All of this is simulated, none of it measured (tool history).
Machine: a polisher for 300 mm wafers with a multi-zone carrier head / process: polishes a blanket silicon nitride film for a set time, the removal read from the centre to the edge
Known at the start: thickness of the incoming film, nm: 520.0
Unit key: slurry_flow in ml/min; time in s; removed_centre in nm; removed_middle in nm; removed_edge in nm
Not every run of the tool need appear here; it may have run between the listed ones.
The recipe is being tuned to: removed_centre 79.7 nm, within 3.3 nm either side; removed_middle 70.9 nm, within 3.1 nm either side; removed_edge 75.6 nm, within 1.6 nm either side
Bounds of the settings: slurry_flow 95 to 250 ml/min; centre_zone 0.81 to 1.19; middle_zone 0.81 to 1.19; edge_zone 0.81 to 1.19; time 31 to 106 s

run   hour  slurry_flow  centre_zone  middle_zone  edge_zone  time  removed_centre  removed_middle  removed_edge
  1      0          160            1            1          1    68           134.1          135.54        130.23
  2    7.5          145            1            1          1    68          130.93          132.39         129.3
  3   15.2          170            1            1          1    68           135.6           140.3        132.17
  4   20.6          165            1         0.98       0.98    64          123.53          126.38        122.66
  5   23.4          165            1         1.05       0.98    64          128.16          135.27        122.25
  6   31.7          165            1         1.05       1.02    64          123.68          135.54        122.87
  7   39.4          160         1.01         1.03       1.01    60          120.26          121.96        114.77
  8   45.8          155         1.01         1.02          1    57          111.92          114.51        109.72
  9   51.5          150         1.02         1.01       0.99    54          105.87          107.94        102.07
 10   55.3          145         1.02         0.99       0.98    52          103.49          101.53        97.278
 11   57.3          140         1.01         0.97       0.97    51          97.518          99.838        95.864
 12   58.6          135         1.02         0.95       0.97    50          97.136          94.883          92.8
 13   64.9          130         1.02         0.93       0.97    49          93.931          90.822        90.472
 14   66.5          125         1.02         0.92       0.97    48          91.115          86.013        88.211
 15   72.1          120         1.02         0.91       0.96    47          88.021          81.647        86.136
 16   75.9          120         1.02          0.9       0.95    46          87.687          78.788        82.157
 17   84.3          120         1.01          0.9       0.94    46          86.635          81.244        83.624
 18   91.5          115         1.01         0.89       0.93    46          85.942          80.893        81.862
 19   99.7          115         1.01         0.88       0.93    46          85.255          77.871        82.072
 20  103.8          115         1.01         0.87       0.92    46          83.587          78.007         82.33

Exercise: of the 5 proposed moves below, exactly one satisfies all targets within the stated allowed misses. Which move is it?
  A  107.9          140         1.04         0.89       0.99    40               ?               ?             ?
  B  107.9          130         1.05         0.89       0.88    44               ?               ?             ?
  C  107.9          135         0.94         0.91       0.87    44               ?               ?             ?
  D  107.9          105         0.97         0.94       0.88    46               ?               ?             ?
  E  107.9          110         1.05         0.81       0.93    45               ?               ?             ?

move  removed_centre  removed_middle  removed_edge
   A          80.694          71.327        75.493
   B          88.287          77.438        77.866
   C          79.596          79.453        77.817
   D          81.245          81.243        79.007
   E          86.966          71.014        79.944
A: every result lands within tolerance
B: gains on the last run, yet a result remains outside its allowed miss
C: gains on the last run, yet a result remains outside its allowed miss
D: gains on the last run, yet a result remains outside its allowed miss
E: gains on the last run, yet a result remains outside its allowed miss
The move that meets every target is A.

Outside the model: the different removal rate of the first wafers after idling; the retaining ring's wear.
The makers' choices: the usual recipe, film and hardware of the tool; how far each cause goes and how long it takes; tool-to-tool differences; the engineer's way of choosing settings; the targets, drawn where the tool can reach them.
